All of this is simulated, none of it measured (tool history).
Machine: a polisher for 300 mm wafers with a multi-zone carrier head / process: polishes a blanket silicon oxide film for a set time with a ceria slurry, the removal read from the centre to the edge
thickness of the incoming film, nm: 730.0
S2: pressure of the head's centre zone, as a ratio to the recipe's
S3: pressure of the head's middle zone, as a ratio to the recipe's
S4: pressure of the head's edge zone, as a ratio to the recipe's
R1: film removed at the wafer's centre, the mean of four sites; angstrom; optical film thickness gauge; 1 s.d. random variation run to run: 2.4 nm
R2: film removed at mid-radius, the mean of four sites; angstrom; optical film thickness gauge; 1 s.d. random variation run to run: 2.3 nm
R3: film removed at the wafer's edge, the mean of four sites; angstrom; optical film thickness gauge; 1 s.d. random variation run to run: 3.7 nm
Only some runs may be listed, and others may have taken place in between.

Run 1, hour 0: flow of slurry (ml/min) 270, S2 1, S3 1, S4 1, polishing time (s) 62. Result: R1 2195.5 angstrom, R2 2125.6 angstrom, R3 2119.1 angstrom.
Run 2, hour 6.4: flow of slurry (ml/min) 275, S2 1.02, S3 1.01, S4 1.03, polishing time (s) 65. Result: R1 2330.4 angstrom, R2 2274 angstrom, R3 2311 angstrom.
Run 3, hour 7.5: flow of slurry (ml/min) 285, S2 1.05, S3 1.03, S4 1.05, polishing time (s) 66. Result: R1 2448.9 angstrom, R2 2311.3 angstrom, R3 2308.3 angstrom.
Run 4, hour 15.1: flow of slurry (ml/min) 285, S2 1.05, S3 1.03, S4 1.09, polishing time (s) 66. Result: R1 2421 angstrom, R2 2310.6 angstrom, R3 2396.6 angstrom.
Run 5, hour 21.7: flow of slurry (ml/min) 285, S2 1.05, S3 1.11, S4 1.09, polishing time (s) 66. Result: R1 2444.1 angstrom, R2 2463.3 angstrom, R3 2357.7 angstrom.
Run 6, hour 27.8: flow of slurry (ml/min) 285, S2 1.05, S3 1.06, S4 1.09, polishing time (s) 66. Result: R1 2457.8 angstrom, R2 2401.7 angstrom, R3 2382.3 angstrom.

The next listed run, before its measurement:
Run 7, hour 32.9: flow of slurry (ml/min) 285, S2 1.06, S3 1.06, S4 1.11, polishing time (s) 68. Result: R1 ?, R2 ?, R3 ?.

R1: 2550.4 angstrom
R2: 2448.7 angstrom
R3: 2530.2 angstrom

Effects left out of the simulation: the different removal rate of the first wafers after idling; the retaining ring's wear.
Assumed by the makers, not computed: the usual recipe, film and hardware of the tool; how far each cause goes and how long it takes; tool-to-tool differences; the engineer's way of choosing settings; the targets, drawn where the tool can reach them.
